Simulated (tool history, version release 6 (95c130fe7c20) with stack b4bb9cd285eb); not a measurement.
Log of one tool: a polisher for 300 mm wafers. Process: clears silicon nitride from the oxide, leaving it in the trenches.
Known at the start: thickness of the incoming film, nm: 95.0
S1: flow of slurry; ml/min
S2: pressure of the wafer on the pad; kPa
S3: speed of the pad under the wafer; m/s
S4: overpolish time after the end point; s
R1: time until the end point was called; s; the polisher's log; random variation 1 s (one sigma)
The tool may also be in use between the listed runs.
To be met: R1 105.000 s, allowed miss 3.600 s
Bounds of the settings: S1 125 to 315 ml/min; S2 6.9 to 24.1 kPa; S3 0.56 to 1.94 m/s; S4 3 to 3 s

| run | hour | S1 | S2 | S3 | S4 | R1 |
|---|---|---|---|---|---|---|
| 1 | 0.0 | 205 | 15.2 | 1.24 | 3 | 145.080 |
| 2 | 7.2 | 205 | 15.2 | 1.24 | 3 | 146.740 |
| 3 | 14.1 | 205 | 15.2 | 1.46 | 3 | 125.630 |
| 4 | 20.4 | 205 | 15.2 | 1.46 | 3 | 125.770 |
| 5 | 24.4 | 185 | 15.2 | 1.46 | 3 | 126.880 |
| 6 | 32.1 | 135 | 15.2 | 1.46 | 3 | 132.900 |
| 7 | 36.3 | 140 | 15.9 | 1.46 | 3 | 129.190 |
| 8 | 44.8 | 150 | 15.9 | 1.46 | 3 | 126.170 |
| 9 | 53.5 | 155 | 15.9 | 1.46 | 3 | 125.690 |
| 10 | 54.4 | 160 | 15.9 | 1.46 | 3 | 125.400 |
| 11 | 58.3 | 165 | 15.9 | 1.46 | 3 | 123.450 |
| 12 | 59.4 | 170 | 15.9 | 1.46 | 3 | 122.390 |
| 13 | 66.7 | 175 | 15.9 | 1.46 | 3 | 119.690 |
| 14 | 68.8 | 180 | 15.9 | 1.46 | 3 | 121.500 |

5 next moves are on the table. One of them brings every result within its allowed miss. Which?
| A | 70.9 | 225 | 15.2 | 1.86 | 3 | ? |
| B | 70.9 | 165 | 20.7 | 1.32 | 3 | ? |
| C | 70.9 | 185 | 20.0 | 1.44 | 3 | ? |
| D | 70.9 | 150 | 20.7 | 1.46 | 3 | ? |
| E | 70.9 | 215 | 18.6 | 1.58 | 3 | ? |

| move | R1 |
|---|---|
| A | 100.120 |
| B | 105.580 |
| C | 99.296 |
| D | 97.485 |
| E | 96.015 |
A: takes the result that was furthest off past its target
B: meets every target
C: takes the result that was furthest off past its target
D: takes the result that was furthest off past its target
E: takes the result that was furthest off past its target
Move B is the one to make.

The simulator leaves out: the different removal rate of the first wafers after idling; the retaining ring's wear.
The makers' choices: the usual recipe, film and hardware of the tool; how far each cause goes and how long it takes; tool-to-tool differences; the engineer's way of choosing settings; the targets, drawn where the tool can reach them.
